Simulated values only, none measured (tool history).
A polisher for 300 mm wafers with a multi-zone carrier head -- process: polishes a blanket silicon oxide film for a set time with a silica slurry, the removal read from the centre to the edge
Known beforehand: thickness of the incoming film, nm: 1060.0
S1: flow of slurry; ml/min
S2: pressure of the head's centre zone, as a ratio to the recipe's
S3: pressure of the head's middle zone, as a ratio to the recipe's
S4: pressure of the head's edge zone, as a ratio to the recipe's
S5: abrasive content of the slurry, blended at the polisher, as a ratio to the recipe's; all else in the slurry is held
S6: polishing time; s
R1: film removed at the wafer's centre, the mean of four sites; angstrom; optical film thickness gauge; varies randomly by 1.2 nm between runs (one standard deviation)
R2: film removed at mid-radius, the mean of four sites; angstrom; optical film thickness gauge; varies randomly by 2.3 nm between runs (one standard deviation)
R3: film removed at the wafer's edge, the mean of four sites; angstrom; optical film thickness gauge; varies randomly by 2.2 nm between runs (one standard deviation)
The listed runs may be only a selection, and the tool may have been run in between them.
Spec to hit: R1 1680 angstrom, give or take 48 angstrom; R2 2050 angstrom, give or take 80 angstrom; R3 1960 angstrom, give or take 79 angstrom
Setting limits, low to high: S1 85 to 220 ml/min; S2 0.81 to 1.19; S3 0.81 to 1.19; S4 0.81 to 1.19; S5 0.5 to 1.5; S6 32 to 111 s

run 1 hour=0 | S1=140 S2=1 S3=1 S4=1 S5=1 S6=71 | R1=1952.8 R2=1986.4 R3=1998
run 2 hour=6.6 | S1=125 S2=0.97 S3=1.03 S4=1.01 S5=1 S6=71 | R1=1854.6 R2=2003.6 R3=1943
run 3 hour=11.4 | S1=125 S2=0.97 S3=1.03 S4=1.01 S5=1 S6=60 | R1=1570.5 R2=1670.1 R3=1656.8
run 4 hour=17.3 | S1=125 S2=1.04 S3=1.03 S4=1.01 S5=1 S6=60 | R1=1661.2 R2=1690.6 R3=1624.1
run 5 hour=21.5 | S1=125 S2=1.04 S3=1.03 S4=1.01 S5=1 S6=73 | R1=2040.8 R2=2012.4 R3=1965
run 6 hour=25.3 | S1=125 S2=1.04 S3=1.03 S4=1.09 S5=1 S6=73 | R1=2039.4 R2=2012.8 R3=2072.3
run 7 hour=32.7 | S1=125 S2=1.04 S3=1.03 S4=1.09 S5=1 S6=73 | R1=2059.4 R2=2015.2 R3=2077.3
run 8 hour=33.8 | S1=115 S2=0.99 S3=1.05 S4=1.08 S5=1 S6=73 | R1=1878.2 R2=2027.1 R3=2026
run 9 hour=42.3 | S1=105 S2=0.97 S3=1.06 S4=1.08 S5=1 S6=73 | R1=1772 R2=1953.6 R3=1993.1
run 10 hour=46.3 | S1=105 S2=0.96 S3=1.08 S4=1.08 S5=1 S6=73 | R1=1780 R2=2007.8 R3=1943.2

Next run, 5 choices. One meets every target within its allowed miss, the rest don't. Which?
run A hour=50.3 | S1=95 S2=0.93 S3=1.12 S4=1.06 S5=0.85 S6=80 | R1=? R2=? R3=?
run B hour=50.3 | S1=100 S2=0.9 S3=1.01 S4=1.05 S5=1.1 S6=77 | R1=? R2=? R3=?
run C hour=50.3 | S1=135 S2=0.92 S3=1 S4=1.06 S5=1.05 S6=66 | R1=? R2=? R3=?
run D hour=50.3 | S1=100 S2=0.86 S3=1.13 S4=1.03 S5=0.95 S6=76 | R1=? R2=? R3=?
run E hour=50.3 | S1=120 S2=0.97 S3=1.11 S4=1.06 S5=0.9 S6=74 | R1=? R2=? R3=?

move=A R1=1684.9 R2=2058.2 R3=1925.9
move=B R1=1794 R2=2078.9 R3=2095.8
move=C R1=1697.3 R2=1884.8 R3=1875.5
move=D R1=1588.9 R2=2110.4 R3=1920.5
move=E R1=1814.5 R2=2085.2 R3=1921.4
A: every result within its allowed miss
B: lands further from the targets than the last run did
C: puts the biggest miss on target and leaves a different result outside tolerance
D: carries the result that was furthest off beyond its target, to the other side
E: lands further from the targets than the last run did
Move A is the one to make.
